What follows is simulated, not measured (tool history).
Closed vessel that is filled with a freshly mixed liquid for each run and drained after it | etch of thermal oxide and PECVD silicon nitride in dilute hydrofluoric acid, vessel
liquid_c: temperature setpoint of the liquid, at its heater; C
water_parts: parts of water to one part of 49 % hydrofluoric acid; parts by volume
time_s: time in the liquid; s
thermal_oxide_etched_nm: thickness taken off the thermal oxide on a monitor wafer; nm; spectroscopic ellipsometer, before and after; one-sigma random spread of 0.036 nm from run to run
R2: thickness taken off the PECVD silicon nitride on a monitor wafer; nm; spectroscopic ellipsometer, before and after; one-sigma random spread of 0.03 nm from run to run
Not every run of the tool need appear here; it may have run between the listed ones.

Run 1, day 0: liquid_c 21 C, water_parts 100 parts by volume, time_s 210 s. Result: thermal_oxide_etched_nm 9.0719 nm, R2 3.1329 nm.
Run 2, day 0.117: liquid_c 21 C, water_parts 100 parts by volume, time_s 255 s. Result: thermal_oxide_etched_nm 11.009 nm, R2 3.7982 nm.
Run 3, day 0.233: liquid_c 23 C, water_parts 100 parts by volume, time_s 255 s. Result: thermal_oxide_etched_nm 11.866 nm, R2 4.3207 nm.
Run 4, day 0.429: liquid_c 23 C, water_parts 100 parts by volume, time_s 185 s. Result: thermal_oxide_etched_nm 8.6277 nm, R2 3.1093 nm.
Run 5, day 0.638: liquid_c 20.5 C, water_parts 100 parts by volume, time_s 185 s. Result: thermal_oxide_etched_nm 7.7655 nm, R2 2.6757 nm.
Run 6, day 0.975: liquid_c 20.5 C, water_parts 130 parts by volume, time_s 185 s. Result: thermal_oxide_etched_nm 5.8128 nm, R2 2.0699 nm.

Estimate the outcome of run 7 from the log above:
Run 7, day 1.279: liquid_c 20.5 C, water_parts 125 parts by volume, time_s 185 s. Result: thermal_oxide_etched_nm ?, R2 ?.

For run 7 the tool returned thermal_oxide_etched_nm 6.0987 nm, R2 2.1178 nm.

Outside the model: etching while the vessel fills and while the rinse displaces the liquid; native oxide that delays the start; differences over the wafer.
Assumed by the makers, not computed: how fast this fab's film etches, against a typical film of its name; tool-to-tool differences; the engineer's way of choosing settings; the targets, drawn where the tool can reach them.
